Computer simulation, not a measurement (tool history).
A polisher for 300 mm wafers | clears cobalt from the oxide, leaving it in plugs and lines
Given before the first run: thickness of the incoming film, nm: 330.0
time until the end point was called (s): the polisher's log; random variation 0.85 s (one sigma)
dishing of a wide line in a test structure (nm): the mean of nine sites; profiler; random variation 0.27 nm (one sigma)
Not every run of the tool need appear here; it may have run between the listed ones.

run    day  flow of slurry (ml/min)  pressure of the wafer on the pad (kPa)  speed of the pad under the wafer (cm/s)  overpolish time after the end point (s)  time until the end point was called (s)  dishing of a wide line in a test structure (nm)
  1      0                      310                                    13.1                                      118                                       14                                   76.913                                           45.462
  2  0.354                      310                                    13.1                                      140                                       14                                    64.09                                           50.522
  3  0.442                      300                                    11.7                                      142                                       11                                   69.719                                            40.92
  4  0.617                      355                                    11.7                                      142                                       11                                   67.953                                           41.064
  5  0.879                      355                                    13.8                                      142                                       11                                   60.708                                           45.841
  6      1                      355                                    11.7                                      144                                        9                                   67.746                                           35.871
  7   1.35                      355                                    10.3                                      144                                        8                                   74.917                                           31.399

For run 8, what comes out?
     1.525  -- worn pad replaced by a new one
  8  1.525                      355                                     9.7                                      144                                        7                                        ?                                                ?

time until the end point was called (s): 75.659
dishing of a wide line in a test structure (nm): 27.753
